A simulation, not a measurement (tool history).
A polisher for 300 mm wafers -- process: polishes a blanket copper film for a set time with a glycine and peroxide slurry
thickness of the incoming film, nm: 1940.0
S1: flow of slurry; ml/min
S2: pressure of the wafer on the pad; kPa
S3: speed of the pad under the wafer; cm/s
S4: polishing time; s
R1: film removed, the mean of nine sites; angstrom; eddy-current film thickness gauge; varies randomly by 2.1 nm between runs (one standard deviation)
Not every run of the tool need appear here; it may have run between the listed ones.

run	day	S1	S2	S3	S4	R1
1	0	300	17.9	126	46	3093.4
2	0.046	300	17.9	156	46	3729.1
3	0.171	300	17.9	156	41	3315.7
4	0.262	300	17.9	156	41	3344.1
5	0.438	295	14.5	144	41	2614.9
6	0.667	365	14.5	144	41	2777

What will run 7 give?
7	0.854	345	12.4	136	41	?

R1: 2260.7 angstrom
